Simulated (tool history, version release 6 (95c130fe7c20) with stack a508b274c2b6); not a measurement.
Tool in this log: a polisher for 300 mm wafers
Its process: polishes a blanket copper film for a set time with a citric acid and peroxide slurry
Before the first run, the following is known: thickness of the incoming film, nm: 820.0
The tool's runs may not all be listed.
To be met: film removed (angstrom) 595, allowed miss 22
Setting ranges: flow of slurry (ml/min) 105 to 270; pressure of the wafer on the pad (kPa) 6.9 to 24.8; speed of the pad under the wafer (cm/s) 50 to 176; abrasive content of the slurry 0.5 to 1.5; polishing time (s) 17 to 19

| run | hour | flow of slurry (ml/min) | pressure of the wafer on the pad (kPa) | speed of the pad under the wafer (cm/s) | abrasive content of the slurry | polishing time (s) | film removed (angstrom) |
|---|---|---|---|---|---|---|---|
| 1 | 0 | 175 | 15.9 | 112 | 1 | 19 | 364.17 |
| 2 | 3.4 | 175 | 17.2 | 112 | 1 | 19 | 398.15 |
| 3 | 9.2 | 175 | 18.6 | 112 | 1 | 19 | 437.01 |
| 4 | 12 | 175 | 19.3 | 112 | 1 | 19 | 434.06 |
| 5 | 19 | 175 | 19.3 | 112 | 1 | 17 | 396.48 |
| 6 | 25.1 | 175 | 20.7 | 114 | 1 | 17 | 429.07 |
| 7 | 30.6 | 175 | 21.4 | 118 | 1 | 17 | 456.46 |
| 8 | 36.4 | 175 | 22.1 | 120 | 1 | 17 | 475.15 |
| 9 | 43.6 | 175 | 22.8 | 122 | 1 | 17 | 495.11 |
| 10 | 47.8 | 175 | 23.4 | 124 | 1 | 17 | 522.77 |
| 11 | 53.1 | 175 | 23.4 | 126 | 1 | 17 | 532.8 |

Below are 4 possible settings for the next run. Only one of them brings all results inside the allowed miss of their targets. Which is it?
| A | 58.4 | 230 | 24.8 | 96 | 1.05 | 19 | ? |
| B | 58.4 | 165 | 24.1 | 128 | 0.9 | 19 | ? |
| C | 58.4 | 225 | 18.6 | 120 | 1.3 | 19 | ? |
| D | 58.4 | 180 | 22.1 | 128 | 1.1 | 18 | ? |

| move | film removed (angstrom) |
|---|---|
| A | 521.15 |
| B | 590.75 |
| C | 492.09 |
| D | 542.7 |
A: the biggest miss grows against the last run
B: all results in spec
C: the biggest miss grows against the last run
D: nearer than the last run, and not there yet
So the answer is move B, the one that meets all the targets.
